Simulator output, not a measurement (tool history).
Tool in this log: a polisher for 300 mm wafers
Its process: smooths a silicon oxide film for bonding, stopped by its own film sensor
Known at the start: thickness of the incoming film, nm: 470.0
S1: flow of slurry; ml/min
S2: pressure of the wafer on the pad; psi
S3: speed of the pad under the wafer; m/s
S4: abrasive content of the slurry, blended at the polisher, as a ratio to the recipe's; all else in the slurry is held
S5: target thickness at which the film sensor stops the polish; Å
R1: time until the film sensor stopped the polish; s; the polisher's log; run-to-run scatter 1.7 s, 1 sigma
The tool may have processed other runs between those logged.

{"run": 1, "hour": 0.0, "S1": 185, "S2": 2.6, "S3": 0.76, "S4": 1, "S5": 3920, "R1": 104.46}
{"run": 2, "hour": 6.3, "S1": 230, "S2": 2.6, "S3": 0.76, "S4": 1, "S5": 3920, "R1": 102.38}
{"run": 3, "hour": 10.4, "S1": 230, "S2": 2.6, "S3": 0.76, "S4": 1, "S5": 3870, "R1": 109.49}
{"run": 4, "hour": 19.4, "S1": 230, "S2": 2.5, "S3": 0.76, "S4": 1, "S5": 3870, "R1": 110.84}
{"run": 5, "hour": 20.7, "S1": 230, "S2": 2.4, "S3": 0.76, "S4": 1, "S5": 3870, "R1": 111.57}
{"run": 6, "hour": 26.5, "S1": 255, "S2": 2.4, "S3": 0.76, "S4": 1, "S5": 3870, "R1": 112.21}
{"run": 7, "hour": 27.1, "S1": 255, "S2": 2.3, "S3": 0.76, "S4": 1, "S5": 3870, "R1": 115.58}
{"run": 8, "hour": 34.4, "S1": 255, "S2": 2.2, "S3": 0.76, "S4": 1, "S5": 3870, "R1": 121}
{"run": 9, "hour": 37.7, "S1": 255, "S2": 2.1, "S3": 0.76, "S4": 1, "S5": 3870, "R1": 118.61}

Estimate the outcome of run 10 from the log above:
{"run": 10, "hour": 44.1, "S1": 255, "S2": 2, "S3": 0.74, "S4": 1, "S5": 3870, "R1": "?"}

R1: 130.23 s
